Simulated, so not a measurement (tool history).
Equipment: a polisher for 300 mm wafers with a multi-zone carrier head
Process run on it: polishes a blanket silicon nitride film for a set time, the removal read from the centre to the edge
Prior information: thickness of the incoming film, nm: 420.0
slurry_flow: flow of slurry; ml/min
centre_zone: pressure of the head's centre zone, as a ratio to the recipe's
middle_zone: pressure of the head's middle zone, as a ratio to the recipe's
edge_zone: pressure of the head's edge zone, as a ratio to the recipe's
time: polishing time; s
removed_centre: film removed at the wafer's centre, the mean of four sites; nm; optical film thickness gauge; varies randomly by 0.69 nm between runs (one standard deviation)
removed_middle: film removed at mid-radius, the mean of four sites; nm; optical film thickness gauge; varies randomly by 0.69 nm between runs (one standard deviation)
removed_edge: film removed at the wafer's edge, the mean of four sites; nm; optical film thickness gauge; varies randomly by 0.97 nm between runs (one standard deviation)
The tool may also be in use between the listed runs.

run 1 hour=0.0 | slurry_flow=215 centre_zone=1.00 middle_zone=1.00 edge_zone=1.00 time=66 | removed_centre=110.470 removed_middle=112.850 removed_edge=115.000
run 2 hour=0.8 | slurry_flow=215 centre_zone=0.99 middle_zone=1.00 edge_zone=0.99 time=62 | removed_centre=104.050 removed_middle=105.960 removed_edge=107.860
run 3 hour=2.0 | slurry_flow=215 centre_zone=0.99 middle_zone=1.00 edge_zone=0.99 time=74 | removed_centre=120.750 removed_middle=125.110 removed_edge=128.850
run 4 hour=4.4 | slurry_flow=210 centre_zone=0.97 middle_zone=0.99 edge_zone=0.98 time=69 | removed_centre=114.390 removed_middle=116.210 removed_edge=121.740
run 5 hour=8.0 | slurry_flow=200 centre_zone=0.97 middle_zone=1.00 edge_zone=1.00 time=64 | removed_centre=105.610 removed_middle=107.500 removed_edge=108.800
run 6 hour=10.0 | slurry_flow=200 centre_zone=0.97 middle_zone=1.04 edge_zone=1.00 time=64 | removed_centre=105.030 removed_middle=112.920 removed_edge=111.170
run 7 hour=16.9 | slurry_flow=200 centre_zone=0.95 middle_zone=1.04 edge_zone=1.00 time=60 | removed_centre=96.382 removed_middle=104.010 removed_edge=106.320
run 8 hour=18.9 | slurry_flow=195 centre_zone=0.94 middle_zone=1.05 edge_zone=1.00 time=56 | removed_centre=88.479 removed_middle=99.481 removed_edge=96.323
run 9 hour=23.0 | slurry_flow=195 centre_zone=0.93 middle_zone=1.04 edge_zone=1.00 time=53 | removed_centre=83.133 removed_middle=92.614 removed_edge=90.609
run 10 hour=25.4 | slurry_flow=195 centre_zone=0.92 middle_zone=1.03 edge_zone=1.00 time=51 | removed_centre=79.329 removed_middle=88.788 removed_edge=86.473
run 11 hour=29.4 | slurry_flow=195 centre_zone=0.91 middle_zone=1.02 edge_zone=1.00 time=50 | removed_centre=76.906 removed_middle=87.341 removed_edge=86.511
run 12 hour=30.0 | slurry_flow=185 centre_zone=0.90 middle_zone=0.96 edge_zone=0.90 time=32 | removed_centre=48.263 removed_middle=52.687 removed_edge=52.820
run 13 hour=33.8 | slurry_flow=190 centre_zone=0.90 middle_zone=0.97 edge_zone=0.92 time=32 | removed_centre=48.321 removed_middle=53.763 removed_edge=53.153
run 14 hour=39.9 | slurry_flow=190 centre_zone=0.91 middle_zone=0.98 edge_zone=0.94 time=32 | removed_centre=48.100 removed_middle=53.337 removed_edge=55.178
run 15 hour=42.3 | slurry_flow=190 centre_zone=0.92 middle_zone=1.00 edge_zone=0.95 time=33 | removed_centre=51.396 removed_middle=54.731 removed_edge=54.941
run 16 hour=50.2 | slurry_flow=195 centre_zone=0.92 middle_zone=1.01 edge_zone=0.97 time=33 | removed_centre=49.977 removed_middle=56.000 removed_edge=56.139
run 17 hour=57.0 | slurry_flow=195 centre_zone=0.93 middle_zone=1.02 edge_zone=0.98 time=34 | removed_centre=53.283 removed_middle=58.126 removed_edge=57.737
run 18 hour=65.3 | slurry_flow=195 centre_zone=0.93 middle_zone=1.03 edge_zone=0.99 time=34 | removed_centre=51.956 removed_middle=59.412 removed_edge=58.606

What will run 19 give?
run 19 hour=72.4 | slurry_flow=245 centre_zone=1.02 middle_zone=1.06 edge_zone=1.08 time=38 | removed_centre=? removed_middle=? removed_edge=?

For run 19 the tool returned removed_centre 67.798 nm, removed_middle 69.450 nm, removed_edge 69.480 nm.
